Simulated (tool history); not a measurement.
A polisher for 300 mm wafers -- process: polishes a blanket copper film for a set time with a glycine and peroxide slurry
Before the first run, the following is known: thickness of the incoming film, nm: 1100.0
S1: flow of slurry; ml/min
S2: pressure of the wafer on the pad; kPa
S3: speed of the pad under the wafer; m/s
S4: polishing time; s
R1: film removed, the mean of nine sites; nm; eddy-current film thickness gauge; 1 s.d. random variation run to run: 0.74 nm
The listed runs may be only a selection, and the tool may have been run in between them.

run 1 hour=0 | S1=270 S2=14.5 S3=0.84 S4=41 | R1=169.03
run 2 hour=1.3 | S1=270 S2=13.1 S3=0.84 S4=41 | R1=159.8
run 3 hour=7.8 | S1=270 S2=11.7 S3=0.84 S4=41 | R1=150.37
run 4 hour=9.9 | S1=270 S2=9.7 S3=0.84 S4=41 | R1=136.06
run 5 hour=11.6 | S1=270 S2=9 S3=0.84 S4=41 | R1=130.73
run 6 hour=18.4 | S1=270 S2=9 S3=0.66 S4=41 | R1=112.1

Run 7 is up next; what results do you expect?
run 7 hour=21.3 | S1=275 S2=9.7 S3=0.66 S4=41 | R1=?

{"run 7": {"R1": 118.25}}
